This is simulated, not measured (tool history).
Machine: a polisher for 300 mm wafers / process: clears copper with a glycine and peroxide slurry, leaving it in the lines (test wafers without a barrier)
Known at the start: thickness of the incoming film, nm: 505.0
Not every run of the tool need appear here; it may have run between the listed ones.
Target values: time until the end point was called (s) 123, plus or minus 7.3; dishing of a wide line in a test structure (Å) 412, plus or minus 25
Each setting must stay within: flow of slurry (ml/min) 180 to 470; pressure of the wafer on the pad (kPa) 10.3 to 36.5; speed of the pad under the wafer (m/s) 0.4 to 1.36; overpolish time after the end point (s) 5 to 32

| run | hour | flow of slurry (ml/min) | pressure of the wafer on the pad (kPa) | speed of the pad under the wafer (m/s) | overpolish time after the end point (s) | time until the end point was called (s) | dishing of a wide line in a test structure (Å) |
|---|---|---|---|---|---|---|---|
| 1 | 0 | 300 | 23.4 | 0.88 | 16 | 103.02 | 513.29 |
| 2 | 8.7 | 240 | 23.4 | 0.88 | 16 | 98.694 | 527.43 |
| 3 | 11.7 | 310 | 23.4 | 0.88 | 16 | 100.04 | 519.83 |
| 4 | 15.9 | 255 | 23.4 | 0.88 | 16 | 103.74 | 527.51 |
| 5 | 17.5 | 255 | 26.2 | 0.88 | 16 | 94.964 | 552.45 |
| 6 | 22.9 | 255 | 24.8 | 0.88 | 16 | 98.826 | 531.86 |
| 7 | 28.6 | 255 | 24.1 | 0.88 | 16 | 101.93 | 519.82 |
| 8 | 31.7 | 255 | 23.4 | 0.88 | 16 | 104.42 | 518.53 |
| 9 | 38.2 | 255 | 22.8 | 0.88 | 16 | 106.99 | 505.71 |
| 10 | 44 | 255 | 22.1 | 0.88 | 16 | 107.94 | 480.72 |
| 11 | 51.4 | 255 | 21.4 | 0.88 | 16 | 110.28 | 494.09 |
| 12 | 58.2 | 255 | 20.7 | 0.88 | 16 | 110.35 | 481.9 |
| 13 | 59.6 | 255 | 20 | 0.88 | 16 | 114.81 | 466.68 |

Of the 4 settings listed for the next run, only one would bring every result within its allowed miss of target. Which one?
| A | 61 | 270 | 22.1 | 0.92 | 14 | ? | ? |
| B | 61 | 205 | 20 | 0.98 | 15 | ? | ? |
| C | 61 | 180 | 24.1 | 0.68 | 23 | ? | ? |
| D | 61 | 220 | 20 | 0.82 | 15 | ? | ? |

| move | time until the end point was called (s) | dishing of a wide line in a test structure (Å) |
|---|---|---|
| A | 101.85 | 454.53 |
| B | 106.5 | 461.96 |
| C | 126.67 | 572.32 |
| D | 121.69 | 416.6 |
A: the biggest miss grows against the last run
B: no better and no worse than the last run
C: the biggest miss grows against the last run
D: all results in spec
Move D is the one to make.
